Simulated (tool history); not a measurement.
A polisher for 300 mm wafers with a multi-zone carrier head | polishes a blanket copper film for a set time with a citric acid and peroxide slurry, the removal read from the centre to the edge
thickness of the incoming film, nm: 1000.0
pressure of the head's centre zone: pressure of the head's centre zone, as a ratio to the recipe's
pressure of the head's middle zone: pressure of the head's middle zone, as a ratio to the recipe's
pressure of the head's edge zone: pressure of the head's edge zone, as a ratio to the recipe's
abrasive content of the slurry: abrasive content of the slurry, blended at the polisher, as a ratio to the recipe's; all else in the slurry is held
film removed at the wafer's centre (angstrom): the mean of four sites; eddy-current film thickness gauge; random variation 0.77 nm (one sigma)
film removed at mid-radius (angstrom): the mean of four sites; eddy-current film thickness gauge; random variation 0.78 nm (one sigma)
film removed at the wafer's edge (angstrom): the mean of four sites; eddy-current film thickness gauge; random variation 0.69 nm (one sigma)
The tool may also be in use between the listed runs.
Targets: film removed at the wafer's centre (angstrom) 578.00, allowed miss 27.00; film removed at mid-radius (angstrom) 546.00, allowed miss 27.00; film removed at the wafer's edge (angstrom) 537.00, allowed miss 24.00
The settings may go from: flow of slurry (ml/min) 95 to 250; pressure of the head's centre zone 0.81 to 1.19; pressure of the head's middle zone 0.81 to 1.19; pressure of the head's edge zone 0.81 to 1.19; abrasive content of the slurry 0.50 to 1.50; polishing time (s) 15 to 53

| run | hour | flow of slurry (ml/min) | pressure of the head's centre zone | pressure of the head's middle zone | pressure of the head's edge zone | abrasive content of the slurry | polishing time (s) | film removed at the wafer's centre (angstrom) | film removed at mid-radius (angstrom) | film removed at the wafer's edge (angstrom) |
|---|---|---|---|---|---|---|---|---|---|---|
| 1 | 0.0 | 160 | 1.00 | 1.00 | 1.00 | 1.00 | 34 | 671.07 | 656.56 | 639.60 |
| 2 | 7.3 | 155 | 1.00 | 0.99 | 0.98 | 0.90 | 34 | 659.07 | 641.08 | 646.26 |
| 3 | 13.5 | 155 | 1.00 | 0.99 | 0.98 | 0.90 | 43 | 846.91 | 798.28 | 793.19 |
| 4 | 17.4 | 155 | 1.01 | 0.99 | 0.97 | 0.85 | 39 | 761.17 | 722.61 | 724.30 |
| 5 | 21.8 | 155 | 1.01 | 0.99 | 1.04 | 0.85 | 39 | 745.53 | 727.79 | 747.65 |
| 6 | 24.5 | 155 | 1.01 | 0.99 | 1.01 | 0.85 | 36 | 703.48 | 662.53 | 683.03 |
| 7 | 27.5 | 155 | 1.01 | 0.99 | 1.01 | 0.85 | 36 | 684.41 | 662.47 | 685.36 |
| 8 | 30.8 | 155 | 1.01 | 0.99 | 0.98 | 0.85 | 34 | 646.17 | 627.61 | 629.25 |
|  | 31.3 | worn pad replaced by a new one |
| 9 | 31.3 | 155 | 1.01 | 0.98 | 0.95 | 0.80 | 33 | 682.77 | 639.78 | 644.24 |
| 10 | 32.1 | 150 | 1.02 | 0.99 | 0.95 | 0.85 | 32 | 656.01 | 617.11 | 613.95 |
| 11 | 40.2 | 150 | 1.02 | 0.99 | 0.94 | 0.85 | 31 | 634.66 | 615.27 | 593.86 |
| 12 | 45.8 | 150 | 1.02 | 0.98 | 0.94 | 0.85 | 30 | 627.15 | 578.94 | 592.04 |
| 13 | 51.9 | 150 | 1.02 | 0.99 | 0.94 | 0.85 | 29 | 602.45 | 568.38 | 577.29 |

4 next moves are on the table. One of them brings every result within its allowed miss. Which?
| A | 58.0 | 150 | 1.11 | 0.82 | 0.92 | 0.70 | 29 | ? | ? | ? |
| B | 58.0 | 130 | 0.90 | 0.91 | 1.07 | 0.60 | 33 | ? | ? | ? |
| C | 58.0 | 145 | 1.05 | 1.00 | 0.95 | 0.90 | 27 | ? | ? | ? |
| D | 58.0 | 190 | 1.07 | 0.82 | 1.07 | 0.50 | 31 | ? | ? | ? |

| move | film removed at the wafer's centre (angstrom) | film removed at mid-radius (angstrom) | film removed at the wafer's edge (angstrom) |
|---|---|---|---|
| A | 638.53 | 467.07 | 561.61 |
| B | 559.38 | 552.89 | 659.85 |
| C | 579.41 | 528.43 | 546.46 |
| D | 658.18 | 497.16 | 636.27 |
A: further off than the last run
B: further off than the last run
C: meets every target
D: further off than the last run
Move C is the one to make.

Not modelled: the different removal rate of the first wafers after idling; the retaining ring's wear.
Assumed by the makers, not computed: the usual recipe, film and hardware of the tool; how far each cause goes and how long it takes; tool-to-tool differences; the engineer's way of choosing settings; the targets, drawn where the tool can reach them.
